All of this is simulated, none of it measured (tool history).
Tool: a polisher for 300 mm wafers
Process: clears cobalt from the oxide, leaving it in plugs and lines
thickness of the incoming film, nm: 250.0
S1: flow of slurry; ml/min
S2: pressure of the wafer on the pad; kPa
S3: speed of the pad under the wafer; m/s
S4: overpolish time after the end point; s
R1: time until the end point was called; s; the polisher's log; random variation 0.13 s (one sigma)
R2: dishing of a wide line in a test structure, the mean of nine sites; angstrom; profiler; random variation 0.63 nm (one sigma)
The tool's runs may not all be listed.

Run 1, hour 0.0: S1 260 ml/min, S2 17.2 kPa, S3 1.20 m/s, S4 9 s. Result: R1 25.387 s, R2 467.63 angstrom.
Run 2, hour 2.2: S1 265 ml/min, S2 19.3 kPa, S3 1.20 m/s, S4 7 s. Result: R1 22.230 s, R2 449.16 angstrom.
Run 3, hour 5.7: S1 265 ml/min, S2 19.3 kPa, S3 1.04 m/s, S4 7 s. Result: R1 25.876 s, R2 402.42 angstrom.
Run 4, hour 12.2: S1 265 ml/min, S2 22.8 kPa, S3 1.04 m/s, S4 7 s. Result: R1 21.872 s, R2 455.92 angstrom.
Run 5, hour 16.3: S1 265 ml/min, S2 25.5 kPa, S3 1.04 m/s, S4 7 s. Result: R1 19.918 s, R2 485.96 angstrom.
Run 6, hour 19.8: S1 290 ml/min, S2 25.5 kPa, S3 1.10 m/s, S4 6 s. Result: R1 18.661 s, R2 450.51 angstrom.
Run 7, hour 21.7: S1 335 ml/min, S2 26.9 kPa, S3 1.28 m/s, S4 3 s. Result: R1 15.204 s, R2 329.29 angstrom.

Forecast run 8:
Run 8, hour 26.3: S1 320 ml/min, S2 26.9 kPa, S3 1.30 m/s, S4 3 s. Result: R1 ?, R2 ?.

Run 8 gave R1 14.823 s, R2 333.48 angstrom.
